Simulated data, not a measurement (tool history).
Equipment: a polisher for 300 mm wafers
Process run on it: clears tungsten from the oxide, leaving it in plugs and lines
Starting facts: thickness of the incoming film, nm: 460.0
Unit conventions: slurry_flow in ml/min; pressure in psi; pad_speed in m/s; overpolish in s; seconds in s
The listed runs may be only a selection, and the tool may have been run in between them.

run 1 hour=0.0 | slurry_flow=260 pressure=4.2 pad_speed=0.84 slurry_solids=1.0 overpolish=5 | seconds=125.73
run 2 hour=4.8 | slurry_flow=260 pressure=4.5 pad_speed=0.84 slurry_solids=1.0 overpolish=5 | seconds=120.75
run 3 hour=5.6 | slurry_flow=260 pressure=3.7 pad_speed=0.84 slurry_solids=1.0 overpolish=5 | seconds=146.70
run 4 hour=13.7 | slurry_flow=260 pressure=4.2 pad_speed=0.84 slurry_solids=1.0 overpolish=5 | seconds=128.69
run 5 hour=20.6 | slurry_flow=260 pressure=4.6 pad_speed=0.84 slurry_solids=1.0 overpolish=5 | seconds=116.15
run 6 hour=21.2 | slurry_flow=260 pressure=4.6 pad_speed=0.84 slurry_solids=1.0 overpolish=5 | seconds=119.63
run 7 hour=25.6 | slurry_flow=260 pressure=4.9 pad_speed=0.84 slurry_solids=1.0 overpolish=5 | seconds=110.76
run 8 hour=31.2 | slurry_flow=260 pressure=5.1 pad_speed=0.84 slurry_solids=1.0 overpolish=5 | seconds=107.33

Expected results for the next run?
run 9 hour=36.9 | slurry_flow=260 pressure=5.3 pad_speed=0.84 slurry_solids=1.0 overpolish=5 | seconds=?

{"run 9": {"seconds": 102.56}}
